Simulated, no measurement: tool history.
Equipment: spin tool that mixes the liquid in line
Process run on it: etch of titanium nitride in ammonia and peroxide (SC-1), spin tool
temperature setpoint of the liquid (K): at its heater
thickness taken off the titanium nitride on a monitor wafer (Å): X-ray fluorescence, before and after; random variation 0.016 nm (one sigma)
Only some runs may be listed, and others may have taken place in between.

| run | hour | temperature setpoint of the liquid (K) | parts of water to one part of 30 % peroxide (parts by volume) | parts of 29 % ammonia solution to one part of 30 % peroxide (parts by volume) | time under the liquid (s) | thickness taken off the titanium nitride on a monitor wafer (Å) |
|---|---|---|---|---|---|---|
| 1 | 0 | 333.15 | 16.5 | 0.75 | 70 | 126.86 |
| 2 | 1.2 | 333.15 | 21.5 | 0.75 | 70 | 109.02 |
| 3 | 6.6 | 333.15 | 21.5 | 0.65 | 70 | 106.36 |
| 4 | 10.9 | 335.65 | 21.5 | 0.65 | 70 | 124.85 |
| 5 | 14.4 | 335.65 | 16 | 0.65 | 70 | 147.3 |
| 6 | 20.5 | 335.65 | 16 | 0.75 | 70 | 151.55 |
| 7 | 24.2 | 333.15 | 16 | 0.75 | 70 | 129.27 |
| 8 | 29.1 | 325.15 | 16.5 | 0.75 | 70 | 73.913 |
| 9 | 36.7 | 324.15 | 16.5 | 0.75 | 70 | 68.321 |
| 10 | 38.9 | 324.15 | 16.5 | 0.75 | 70 | 68.386 |
| 11 | 43.3 | 323.15 | 16.5 | 0.75 | 70 | 64.355 |
| 12 | 48 | 322.65 | 16.5 | 0.75 | 70 | 62.084 |
| 13 | 51.4 | 322.15 | 16.5 | 0.75 | 70 | 59.755 |
| 14 | 54.8 | 321.65 | 16.5 | 0.75 | 70 | 57.853 |
| 15 | 62.4 | 321.15 | 16.5 | 0.75 | 70 | 55.975 |
| 16 | 67.2 | 317.15 | 16.5 | 0.75 | 70 | 42.309 |

Run 17 has not been measured yet. What should we expect?
| 17 | 75.3 | 317.65 | 16.5 | 0.75 | 70 | ? |

Run 17 produced thickness taken off the titanium nitride on a monitor wafer (Å) 43.701.
